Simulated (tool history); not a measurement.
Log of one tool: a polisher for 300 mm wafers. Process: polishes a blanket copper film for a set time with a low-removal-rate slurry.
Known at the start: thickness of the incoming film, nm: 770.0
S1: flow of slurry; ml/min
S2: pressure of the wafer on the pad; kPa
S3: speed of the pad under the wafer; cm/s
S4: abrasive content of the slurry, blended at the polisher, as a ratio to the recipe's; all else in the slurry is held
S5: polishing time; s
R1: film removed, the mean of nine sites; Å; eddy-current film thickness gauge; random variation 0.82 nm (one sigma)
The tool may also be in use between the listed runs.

run	day	S1	S2	S3	S4	S5	R1
1	0	255	12.4	108	1	40	826.33
2	0.317	255	11.7	108	1	40	782.45
3	0.404	255	13.1	108	1	40	870.56
4	0.65	255	12.4	108	1	40	826.81
5	0.712	255	11.7	108	1	40	786.83
6	0.75	290	11.7	108	1	40	785.52
7	1.017	290	11	108	1	40	749.68

Forecast run 8:
8	1.3	290	11	108	1	40	?

{"run 8": {"R1": 741.58}}
